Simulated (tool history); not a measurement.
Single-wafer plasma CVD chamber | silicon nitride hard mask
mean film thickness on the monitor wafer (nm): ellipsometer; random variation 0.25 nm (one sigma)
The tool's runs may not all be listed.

run    day  heater temperature setpoint (°C)  chamber pressure (Torr)  RF power (W)  deposition time (s)  mean film thickness on the monitor wafer (nm)
  1  0.000                               380                     1.50           310                 64.4                                         72.107
  2  0.350                               380                     1.41           305                 64.4                                         70.288
  3  0.383                               370                     1.41           305                 64.4                                         70.298
  4  0.742                               370                     1.34           300                 64.4                                         68.666
  5  0.792                               370                     1.34           330                 64.4                                         72.476
  6  0.929                               370                     1.26           325                 64.4                                         70.240
  7  1.071                               370                     1.19           320                 64.4                                         68.679
  8  1.317                               370                     1.14           320                 64.4                                         67.698

The next listed run, before its measurement:
  9  1.342                               370                     1.10           320                 64.4                                              ?

Run 9 gave mean film thickness on the monitor wafer (nm) 66.654.

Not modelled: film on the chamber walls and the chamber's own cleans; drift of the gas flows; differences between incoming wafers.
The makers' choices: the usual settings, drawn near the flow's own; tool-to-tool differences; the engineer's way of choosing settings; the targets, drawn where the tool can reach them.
